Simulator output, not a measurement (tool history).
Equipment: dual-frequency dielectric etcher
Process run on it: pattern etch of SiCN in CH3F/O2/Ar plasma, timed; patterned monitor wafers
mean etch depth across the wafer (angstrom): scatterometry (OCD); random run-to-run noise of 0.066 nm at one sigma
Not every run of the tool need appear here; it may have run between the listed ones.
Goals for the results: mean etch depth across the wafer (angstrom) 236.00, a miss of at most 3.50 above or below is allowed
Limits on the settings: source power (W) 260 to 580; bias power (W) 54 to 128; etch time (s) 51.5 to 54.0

run	hour	source power (W)	bias power (W)	etch time (s)	mean etch depth across the wafer (angstrom)
1	0.0	420	91	51.5	194.24
2	2.1	460	96	51.5	204.40
3	3.5	460	109	51.5	215.37
4	6.9	460	109	51.5	215.78
5	15.2	460	109	51.5	216.05
6	23.5	460	100	51.5	208.54
7	26.7	490	102	51.5	215.84
8	30.8	510	103	51.5	218.69
9	31.8	530	105	51.5	225.05
10	39.1	540	106	51.5	226.77

4 next moves are on the table. One of them brings every result within its allowed miss. Which?
A	46.4	540	103	52.5	?
B	46.4	550	105	51.5	?
C	46.4	560	107	52.5	?
D	46.4	520	104	52.5	?

move	mean etch depth across the wafer (angstrom)
A	227.50
B	226.45
C	234.18
D	225.05
A: closer than the last run, but not yet in spec
B: about the same distance from the targets as the last run
C: all results land within tolerance of their targets
D: further off than the last run
The move that meets every target is C.
